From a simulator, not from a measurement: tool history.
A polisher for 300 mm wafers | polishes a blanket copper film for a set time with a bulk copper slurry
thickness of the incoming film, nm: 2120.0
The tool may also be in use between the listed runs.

run,hour,flow of slurry (ml/min),pressure of the wafer on the pad (psi),speed of the pad under the wafer (cm/s),abrasive content of the slurry,polishing time (s),film removed (Å)
1,0.0,125,2.4,110,1.0,62,5682.7
2,6.9,125,2.4,110,1.1,62,5849.2
3,13.0,125,2.4,94,1.1,62,5079.1
4,16.0,125,2.1,94,1.1,62,4537.7
5,18.7,120,1.9,92,1.1,62,3980.9
6,21.5,120,1.9,92,1.1,65,4136.2
7,29.3,110,1.7,92,1.1,65,3680.8
8,33.7,105,1.6,92,1.1,65,3457.4
9,36.5,100,1.5,92,1.1,65,3207.9
10,38.6,95,1.5,92,1.1,65,3211.4
11,42.5,90,1.5,92,1.1,65,3094.0

Forecast run 12:
12,48.9,85,1.5,92,1.1,65,?

{"run 12": {"film removed (Å)": 3133.9}}
